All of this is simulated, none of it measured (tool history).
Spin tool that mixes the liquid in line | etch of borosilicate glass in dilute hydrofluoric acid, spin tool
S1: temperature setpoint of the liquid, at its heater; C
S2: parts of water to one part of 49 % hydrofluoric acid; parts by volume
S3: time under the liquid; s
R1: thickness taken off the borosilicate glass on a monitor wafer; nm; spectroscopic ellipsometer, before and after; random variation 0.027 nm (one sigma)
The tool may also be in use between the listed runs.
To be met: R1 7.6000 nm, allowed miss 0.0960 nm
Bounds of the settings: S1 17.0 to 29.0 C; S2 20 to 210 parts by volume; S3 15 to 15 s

run  hour    S1   S2  S3      R1
  1   0.0  21.0  115  15  3.1254
  2   8.7  22.0  105  15  3.6092
  3  17.2  22.0  105  15  3.6153
  4  24.0  23.0  100  15  3.9506
  5  29.1  23.0  100  15  3.9714
  6  35.8  23.0  120  15  3.2219
  7  38.1  27.0   70  15  6.8452
  8  45.9  27.5   70  15  7.0467
  9  50.3  28.5   70  15  7.2895
 10  57.2  29.0   70  15  7.4685
 11  63.5  29.0   65  15  8.1198
 12  71.4  28.5   65  15  7.9939
 13  79.1  28.0   65  15  7.7500

4 next moves are on the table. One of them brings every result within its allowed miss. Which?
  A  86.8  29.0  70  15   ?
  B  86.8  27.5  65  15   ?
  C  86.8  28.5  70  15   ?
  D  86.8  26.5  65  15   ?

move      R1
   A  7.4785
   B  7.6487
   C  7.3344
   D  7.3512
A: takes the result that was furthest off past its target
B: meets every target
C: takes the result that was furthest off past its target
D: takes the result that was furthest off past its target
The right move is B.

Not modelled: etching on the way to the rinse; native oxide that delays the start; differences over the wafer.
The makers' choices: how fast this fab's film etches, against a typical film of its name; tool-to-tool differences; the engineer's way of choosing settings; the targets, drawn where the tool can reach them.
